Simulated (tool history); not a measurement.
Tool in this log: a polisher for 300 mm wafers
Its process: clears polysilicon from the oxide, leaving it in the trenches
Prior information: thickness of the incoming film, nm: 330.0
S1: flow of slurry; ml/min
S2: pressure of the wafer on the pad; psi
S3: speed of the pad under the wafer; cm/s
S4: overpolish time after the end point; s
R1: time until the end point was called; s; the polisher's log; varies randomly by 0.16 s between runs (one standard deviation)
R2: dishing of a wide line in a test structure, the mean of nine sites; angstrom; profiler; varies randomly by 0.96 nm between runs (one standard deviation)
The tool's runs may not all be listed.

run 1 hour=0.0 | S1=180 S2=2.6 S3=116 S4=12 | R1=25.803 R2=659.73
run 2 hour=4.2 | S1=180 S2=2.6 S3=116 S4=10 | R1=26.457 R2=639.80
run 3 hour=12.9 | S1=180 S2=2.6 S3=98 S4=10 | R1=31.302 R2=598.42
run 4 hour=15.7 | S1=135 S2=2.6 S3=98 S4=10 | R1=31.922 R2=580.73
run 5 hour=20.3 | S1=135 S2=2.6 S3=70 S4=10 | R1=44.592 R2=511.57
run 6 hour=24.1 | S1=140 S2=3.0 S3=82 S4=10 | R1=33.105 R2=582.55
run 7 hour=28.2 | S1=140 S2=3.3 S3=92 S4=9 | R1=27.566 R2=601.68

For run 8, what comes out?
run 8 hour=35.2 | S1=145 S2=3.5 S3=102 S4=9 | R1=? R2=?

R1: 23.251 s
R2: 623.24 angstrom
